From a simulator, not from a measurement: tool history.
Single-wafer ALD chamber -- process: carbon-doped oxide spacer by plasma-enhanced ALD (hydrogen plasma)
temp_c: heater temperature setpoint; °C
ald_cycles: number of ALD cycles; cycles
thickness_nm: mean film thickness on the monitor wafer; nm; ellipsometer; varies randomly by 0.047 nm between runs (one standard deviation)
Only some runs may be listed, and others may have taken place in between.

Run 1, hour 0: temp_c 415 °C, ald_cycles 494 cycles. Result: thickness_nm 23.218 nm.
Run 2, hour 5.9: temp_c 415 °C, ald_cycles 523 cycles. Result: thickness_nm 24.628 nm.
Run 3, hour 12.8: temp_c 419 °C, ald_cycles 501 cycles. Result: thickness_nm 23.365 nm.
Run 4, hour 15.6: temp_c 415 °C, ald_cycles 501 cycles. Result: thickness_nm 23.615 nm.
Run 5, hour 19: temp_c 409 °C, ald_cycles 501 cycles. Result: thickness_nm 24.138 nm.
Run 6, hour 22.1: temp_c 414 °C, ald_cycles 484 cycles. Result: thickness_nm 22.888 nm.

Run 7 comes next. What will it give?
Run 7, hour 24.5: temp_c 418 °C, ald_cycles 470 cycles. Result: thickness_nm ?.

{"run 7": {"thickness_nm": 21.952}}
